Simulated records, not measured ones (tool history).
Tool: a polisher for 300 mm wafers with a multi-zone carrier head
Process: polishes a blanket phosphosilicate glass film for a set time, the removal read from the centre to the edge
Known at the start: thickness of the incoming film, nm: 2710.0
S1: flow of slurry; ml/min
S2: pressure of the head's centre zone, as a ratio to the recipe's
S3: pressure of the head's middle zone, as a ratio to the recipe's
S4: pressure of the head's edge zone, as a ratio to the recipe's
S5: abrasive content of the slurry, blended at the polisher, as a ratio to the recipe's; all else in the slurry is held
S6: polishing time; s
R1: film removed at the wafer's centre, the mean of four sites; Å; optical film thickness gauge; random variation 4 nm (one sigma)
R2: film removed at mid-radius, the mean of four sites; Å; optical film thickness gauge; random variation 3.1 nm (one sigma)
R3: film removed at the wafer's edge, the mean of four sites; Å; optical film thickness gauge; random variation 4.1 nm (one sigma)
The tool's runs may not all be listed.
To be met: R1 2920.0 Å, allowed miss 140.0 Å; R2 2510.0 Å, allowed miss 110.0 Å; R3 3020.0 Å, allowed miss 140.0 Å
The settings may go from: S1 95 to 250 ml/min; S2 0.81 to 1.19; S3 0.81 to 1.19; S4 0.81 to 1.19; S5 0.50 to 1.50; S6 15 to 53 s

{"run": 1, "hour": 0.0, "S1": 160, "S2": 1.0, "S3": 1.0, "S4": 1.0, "S5": 1.0, "S6": 34, "R1": 2298.2, "R2": 2411.2, "R3": 2549.9}
{"run": 2, "hour": 5.1, "S1": 160, "S2": 1.0, "S3": 0.93, "S4": 1.0, "S5": 1.0, "S6": 34, "R1": 2334.2, "R2": 2249.8, "R3": 2521.1}
{"run": 3, "hour": 6.9, "S1": 165, "S2": 1.02, "S3": 0.93, "S4": 1.03, "S5": 1.05, "S6": 34, "R1": 2385.2, "R2": 2259.5, "R3": 2629.1}
{"run": 4, "hour": 9.9, "S1": 170, "S2": 1.05, "S3": 0.93, "S4": 1.04, "S5": 1.1, "S6": 34, "R1": 2623.4, "R2": 2389.3, "R3": 2728.9}
{"hour": 10.6, "done": "edge zone pressure recalibrated"}
{"run": 5, "hour": 10.6, "S1": 170, "S2": 1.05, "S3": 0.93, "S4": 1.04, "S5": 0.9, "S6": 34, "R1": 2296.0, "R2": 2162.1, "R3": 2304.1}
{"run": 6, "hour": 16.4, "S1": 185, "S2": 1.05, "S3": 0.93, "S4": 1.04, "S5": 0.9, "S6": 34, "R1": 2407.0, "R2": 2166.1, "R3": 2373.8}
{"run": 7, "hour": 23.5, "S1": 195, "S2": 1.05, "S3": 0.93, "S4": 1.05, "S5": 0.95, "S6": 34, "R1": 2540.4, "R2": 2246.9, "R3": 2471.0}
{"run": 8, "hour": 31.3, "S1": 200, "S2": 1.04, "S3": 0.93, "S4": 1.06, "S5": 1.0, "S6": 34, "R1": 2515.1, "R2": 2338.0, "R3": 2538.7}
{"run": 9, "hour": 39.7, "S1": 200, "S2": 1.04, "S3": 0.93, "S4": 1.06, "S5": 1.0, "S6": 34, "R1": 2503.8, "R2": 2336.7, "R3": 2631.1}
{"run": 10, "hour": 47.7, "S1": 205, "S2": 1.05, "S3": 0.92, "S4": 1.07, "S5": 1.05, "S6": 34, "R1": 2556.7, "R2": 2381.0, "R3": 2615.9}
{"run": 11, "hour": 49.4, "S1": 200, "S2": 1.06, "S3": 0.91, "S4": 1.07, "S5": 1.1, "S6": 34, "R1": 2730.6, "R2": 2424.9, "R3": 2673.1}
{"run": 12, "hour": 50.5, "S1": 195, "S2": 1.06, "S3": 0.9, "S4": 1.08, "S5": 1.15, "S6": 34, "R1": 2719.1, "R2": 2367.6, "R3": 2789.3}
{"run": 13, "hour": 55.5, "S1": 195, "S2": 1.06, "S3": 0.9, "S4": 1.09, "S5": 1.2, "S6": 34, "R1": 2798.4, "R2": 2432.0, "R3": 2833.2}

Which of these 5 next moves meets every target?
{"run": "A", "hour": 60.5, "S1": 210, "S2": 1.18, "S3": 0.98, "S4": 1.05, "S5": 1.25, "S6": 32, "R1": "?", "R2": "?", "R3": "?"}
{"run": "B", "hour": 60.5, "S1": 135, "S2": 1.01, "S3": 0.89, "S4": 1.08, "S5": 1.35, "S6": 34, "R1": "?", "R2": "?", "R3": "?"}
{"run": "C", "hour": 60.5, "S1": 225, "S2": 1.07, "S3": 0.89, "S4": 1.12, "S5": 1.35, "S6": 33, "R1": "?", "R2": "?", "R3": "?"}
{"run": "D", "hour": 60.5, "S1": 200, "S2": 0.98, "S3": 0.84, "S4": 1.1, "S5": 1.2, "S6": 34, "R1": "?", "R2": "?", "R3": "?"}
{"run": "E", "hour": 60.5, "S1": 175, "S2": 1.19, "S3": 1.01, "S4": 1.0, "S5": 1.2, "S6": 33, "R1": "?", "R2": "?", "R3": "?"}

move=A R1=3033.1 R2=2579.5 R3=2729.7
move=B R1=2598.4 R2=2406.4 R3=2864.3
move=C R1=2961.9 R2=2560.8 R3=3028.4
move=D R1=2610.3 R2=2353.6 R3=2905.6
move=E R1=2999.4 R2=2603.1 R3=2641.3
A: further off than the last run
B: further off than the last run
C: meets every target
D: brings the result that was furthest off to its target, and leaves another outside
E: further off than the last run
Answer: C

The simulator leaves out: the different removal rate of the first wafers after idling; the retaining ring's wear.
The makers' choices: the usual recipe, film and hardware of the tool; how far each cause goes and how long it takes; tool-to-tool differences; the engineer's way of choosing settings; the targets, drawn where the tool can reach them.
